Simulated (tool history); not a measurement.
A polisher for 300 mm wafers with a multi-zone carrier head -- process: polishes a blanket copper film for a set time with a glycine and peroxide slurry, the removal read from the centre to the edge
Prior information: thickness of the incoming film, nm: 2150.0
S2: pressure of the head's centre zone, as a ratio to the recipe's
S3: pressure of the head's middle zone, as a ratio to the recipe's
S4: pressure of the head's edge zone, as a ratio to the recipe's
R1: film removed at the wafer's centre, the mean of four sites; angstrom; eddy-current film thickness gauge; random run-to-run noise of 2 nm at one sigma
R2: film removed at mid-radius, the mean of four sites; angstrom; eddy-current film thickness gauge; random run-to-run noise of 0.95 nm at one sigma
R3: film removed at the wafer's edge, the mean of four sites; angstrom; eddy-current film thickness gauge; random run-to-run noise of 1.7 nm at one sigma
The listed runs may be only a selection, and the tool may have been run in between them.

{"run": 1, "day": 0.0, "flow of slurry (ml/min)": 195, "S2": 1, "S3": 1, "S4": 1, "polishing time (s)": 37, "R1": 1994.3, "R2": 1777.1, "R3": 1742.6}
{"run": 2, "day": 0.346, "flow of slurry (ml/min)": 155, "S2": 1, "S3": 1, "S4": 1, "polishing time (s)": 37, "R1": 1871.7, "R2": 1699.2, "R3": 1676.1}
{"run": 3, "day": 0.638, "flow of slurry (ml/min)": 155, "S2": 1, "S3": 1, "S4": 1.09, "polishing time (s)": 37, "R1": 1863.7, "R2": 1686.2, "R3": 1796.5}
{"run": 4, "day": 0.742, "flow of slurry (ml/min)": 155, "S2": 1, "S3": 1.08, "S4": 1.09, "polishing time (s)": 37, "R1": 1838.2, "R2": 1846.6, "R3": 1783.5}
{"run": 5, "day": 1.025, "flow of slurry (ml/min)": 130, "S2": 1, "S3": 1.08, "S4": 1.09, "polishing time (s)": 37, "R1": 1788.6, "R2": 1744.8, "R3": 1735.2}
{"run": 6, "day": 1.379, "flow of slurry (ml/min)": 130, "S2": 0.94, "S3": 1.08, "S4": 1.09, "polishing time (s)": 37, "R1": 1664.5, "R2": 1740.5, "R3": 1783}
{"run": 7, "day": 1.646, "flow of slurry (ml/min)": 130, "S2": 0.93, "S3": 1.02, "S4": 1.05, "polishing time (s)": 36, "R1": 1589.4, "R2": 1629.9, "R3": 1680.2}
{"run": 8, "day": 1.838, "flow of slurry (ml/min)": 125, "S2": 0.94, "S3": 0.97, "S4": 1.04, "polishing time (s)": 35, "R1": 1579, "R2": 1486.7, "R3": 1611.4}

Run 9 comes next. What will it give?
{"run": 9, "day": 2.088, "flow of slurry (ml/min)": 120, "S2": 0.9, "S3": 0.87, "S4": 1, "polishing time (s)": 33, "R1": "?", "R2": "?", "R3": "?"}

R1: 1414 angstrom
R2: 1269 angstrom
R3: 1444.6 angstrom
